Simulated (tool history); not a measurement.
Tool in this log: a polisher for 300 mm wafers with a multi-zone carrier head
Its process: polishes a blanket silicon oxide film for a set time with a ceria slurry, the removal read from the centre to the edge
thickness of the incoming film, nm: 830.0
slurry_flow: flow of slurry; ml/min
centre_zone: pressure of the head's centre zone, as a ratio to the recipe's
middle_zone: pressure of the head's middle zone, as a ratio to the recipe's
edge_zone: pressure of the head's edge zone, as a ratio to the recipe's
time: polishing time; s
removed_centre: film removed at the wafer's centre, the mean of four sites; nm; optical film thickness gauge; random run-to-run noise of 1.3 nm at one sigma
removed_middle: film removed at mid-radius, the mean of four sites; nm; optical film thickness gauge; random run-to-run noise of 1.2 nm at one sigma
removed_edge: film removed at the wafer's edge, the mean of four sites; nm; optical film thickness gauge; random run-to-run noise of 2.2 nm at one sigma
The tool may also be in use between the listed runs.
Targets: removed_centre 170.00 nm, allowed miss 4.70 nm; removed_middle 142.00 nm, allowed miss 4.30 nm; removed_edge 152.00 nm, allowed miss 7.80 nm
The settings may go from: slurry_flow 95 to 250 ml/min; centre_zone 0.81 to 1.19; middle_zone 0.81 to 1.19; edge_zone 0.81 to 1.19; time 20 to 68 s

run  hour  slurry_flow  centre_zone  middle_zone  edge_zone  time  removed_centre  removed_middle  removed_edge
  1   0.0          160         1.00         1.00       1.00    44          266.53          258.96        269.95
  2   1.2          160         1.00         1.00       1.00    38          228.91          224.42        229.16
  3   3.1          155         1.01         0.97       0.97    36          218.76          203.29        212.98
  4   8.4          150         1.01         0.95       0.94    34          201.14          188.75        194.00
  5  12.5          150         0.94         0.95       0.94    34          187.92          185.11        192.09
  6  13.1          150         1.00         0.95       0.94    34          201.30          187.64        200.80
  7  18.7          165         1.00         0.93       0.92    32          194.54          176.10        186.31
  8  22.5          165         1.00         0.92       0.90    31          185.04          173.72        179.35
  9  30.5          160         1.01         0.90       0.88    30          182.81          159.55        175.06
 10  31.4          160         1.02         0.90       0.87    29          178.36          154.87        166.64
 11  39.3          155         1.03         0.90       0.86    29          178.05          155.88        163.73
 12  44.3          150         1.03         0.89       0.85    29          176.92          154.12        164.63
 13  47.3          150         1.04         0.89       0.84    29          176.23          149.86        158.77

Exercise: of the 4 proposed moves below, exactly one satisfies all targets within the stated allowed misses. Which move is it?
  A  50.3          165         1.06         0.88       0.96    29               ?               ?             ?
  B  50.3          170         1.05         0.88       0.85    27               ?               ?             ?
  C  50.3          155         1.02         0.89       0.87    30               ?               ?             ?
  D  50.3          135         1.04         0.96       0.81    28               ?               ?             ?

move  removed_centre  removed_middle  removed_edge
   A          186.87          151.77        170.01
   B          173.32          142.03        150.50
   C          183.86          156.83        166.97
   D          169.93          151.90        148.21
A: its largest miss is bigger than the last run's
B: hits every target within its allowed miss
C: its largest miss is bigger than the last run's
D: its largest miss is bigger than the last run's
So the answer is move B, the one that meets all the targets.
